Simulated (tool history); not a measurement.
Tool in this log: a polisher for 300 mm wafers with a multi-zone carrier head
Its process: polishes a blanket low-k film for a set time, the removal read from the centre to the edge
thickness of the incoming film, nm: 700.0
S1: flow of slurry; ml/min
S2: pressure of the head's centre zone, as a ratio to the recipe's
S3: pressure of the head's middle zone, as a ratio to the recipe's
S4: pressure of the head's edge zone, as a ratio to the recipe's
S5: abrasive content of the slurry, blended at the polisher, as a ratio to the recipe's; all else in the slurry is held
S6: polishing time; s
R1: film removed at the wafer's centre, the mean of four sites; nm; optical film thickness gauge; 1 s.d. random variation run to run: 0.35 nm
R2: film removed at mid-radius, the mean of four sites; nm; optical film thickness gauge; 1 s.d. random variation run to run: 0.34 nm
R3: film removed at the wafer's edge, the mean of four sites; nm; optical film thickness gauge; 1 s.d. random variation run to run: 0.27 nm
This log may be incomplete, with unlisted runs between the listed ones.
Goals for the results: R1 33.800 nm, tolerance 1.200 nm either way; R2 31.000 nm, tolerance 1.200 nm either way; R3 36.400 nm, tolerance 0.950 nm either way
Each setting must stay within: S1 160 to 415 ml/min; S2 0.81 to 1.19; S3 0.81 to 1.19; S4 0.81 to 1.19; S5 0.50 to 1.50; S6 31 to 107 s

| run | hour | S1 | S2 | S3 | S4 | S5 | S6 | R1 | R2 | R3 |
|---|---|---|---|---|---|---|---|---|---|---|
| 1 | 0.0 | 265 | 1.00 | 1.00 | 1.00 | 1.00 | 69 | 30.005 | 30.120 | 29.295 |
| 2 | 7.6 | 200 | 1.00 | 1.00 | 1.00 | 1.00 | 69 | 29.597 | 29.258 | 29.441 |
| 3 | 14.5 | 200 | 0.95 | 1.00 | 1.00 | 1.00 | 69 | 27.780 | 28.901 | 29.022 |
| 4 | 18.8 | 195 | 0.96 | 0.99 | 1.02 | 1.05 | 69 | 28.838 | 29.579 | 29.986 |
| 5 | 20.7 | 190 | 0.96 | 0.97 | 1.04 | 1.10 | 69 | 29.284 | 30.404 | 31.094 |
| 6 | 25.3 | 190 | 0.96 | 0.97 | 1.04 | 1.25 | 69 | 31.603 | 32.295 | 33.216 |
| 7 | 26.2 | 190 | 0.96 | 0.97 | 1.04 | 1.25 | 69 | 31.313 | 33.287 | 33.466 |
| 8 | 31.3 | 185 | 0.97 | 0.95 | 1.06 | 1.25 | 69 | 31.642 | 31.246 | 34.194 |
| 9 | 35.2 | 185 | 0.98 | 0.95 | 1.07 | 1.25 | 69 | 31.883 | 31.959 | 34.154 |
| 10 | 41.2 | 185 | 0.99 | 0.94 | 1.08 | 1.25 | 69 | 32.803 | 31.425 | 34.631 |
| 11 | 42.1 | 185 | 0.99 | 0.94 | 1.09 | 1.25 | 69 | 32.950 | 31.310 | 34.367 |
| 12 | 50.8 | 185 | 0.99 | 0.93 | 1.10 | 1.25 | 69 | 33.050 | 31.290 | 34.508 |
| 13 | 54.0 | 185 | 0.99 | 0.93 | 1.10 | 1.25 | 69 | 32.903 | 31.380 | 34.470 |

4 candidate next runs follow, results not yet known. Just one meets every target within its allowed miss. Identify it.
| A | 57.2 | 190 | 0.98 | 1.00 | 1.09 | 1.20 | 70 | ? | ? | ? |
| B | 57.2 | 205 | 0.99 | 0.95 | 1.12 | 1.25 | 68 | ? | ? | ? |
| C | 57.2 | 180 | 0.91 | 0.93 | 1.14 | 1.35 | 68 | ? | ? | ? |
| D | 57.2 | 160 | 0.98 | 0.88 | 1.12 | 1.35 | 70 | ? | ? | ? |

| move | R1 | R2 | R3 |
|---|---|---|---|
| A | 31.830 | 32.827 | 34.517 |
| B | 32.140 | 31.408 | 34.928 |
| C | 30.275 | 31.700 | 36.310 |
| D | 33.182 | 30.836 | 36.779 |
A: roughly where the last run was
B: nearer the targets than the last run, but a result is still out of spec
C: the furthest-off result lands on target, but another misses its tolerance
D: all results land within tolerance of their targets
Move D is the one to make.

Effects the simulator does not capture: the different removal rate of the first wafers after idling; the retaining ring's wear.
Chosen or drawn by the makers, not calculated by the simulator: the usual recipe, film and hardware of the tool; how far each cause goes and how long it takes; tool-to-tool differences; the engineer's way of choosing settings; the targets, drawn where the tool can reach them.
